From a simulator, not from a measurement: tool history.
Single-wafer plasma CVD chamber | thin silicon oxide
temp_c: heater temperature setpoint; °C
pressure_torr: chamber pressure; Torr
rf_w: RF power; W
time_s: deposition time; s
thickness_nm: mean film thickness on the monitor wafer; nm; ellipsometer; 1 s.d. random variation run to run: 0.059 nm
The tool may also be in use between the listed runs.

Run 1, day 0.000: temp_c 390 °C, pressure_torr 0.852 Torr, rf_w 315 W, time_s 7.68 s. Result: thickness_nm 14.994 nm.
Run 2, day 0.183: temp_c 390 °C, pressure_torr 0.852 Torr, rf_w 315 W, time_s 7.33 s. Result: thickness_nm 14.308 nm.
Run 3, day 0.392: temp_c 390 °C, pressure_torr 1.005 Torr, rf_w 315 W, time_s 7.33 s. Result: thickness_nm 16.667 nm.
Run 4, day 0.725: temp_c 390 °C, pressure_torr 1.127 Torr, rf_w 315 W, time_s 7.33 s. Result: thickness_nm 18.024 nm.
Run 5, day 0.829: temp_c 390 °C, pressure_torr 1.193 Torr, rf_w 315 W, time_s 7.33 s. Result: thickness_nm 18.610 nm.
Run 6, day 1.100: temp_c 390 °C, pressure_torr 1.193 Torr, rf_w 350 W, time_s 7.33 s. Result: thickness_nm 19.329 nm.
Run 7, day 1.262: temp_c 391 °C, pressure_torr 1.009 Torr, rf_w 325 W, time_s 7.33 s. Result: thickness_nm 16.724 nm.
Run 8, day 1.304: temp_c 389 °C, pressure_torr 0.875 Torr, rf_w 315 W, time_s 7.33 s. Result: thickness_nm 14.538 nm.

What will run 9 give?
Run 9, day 1.446: temp_c 388 °C, pressure_torr 0.788 Torr, rf_w 310 W, time_s 7.33 s. Result: thickness_nm ?.

thickness_nm: 13.061 nm

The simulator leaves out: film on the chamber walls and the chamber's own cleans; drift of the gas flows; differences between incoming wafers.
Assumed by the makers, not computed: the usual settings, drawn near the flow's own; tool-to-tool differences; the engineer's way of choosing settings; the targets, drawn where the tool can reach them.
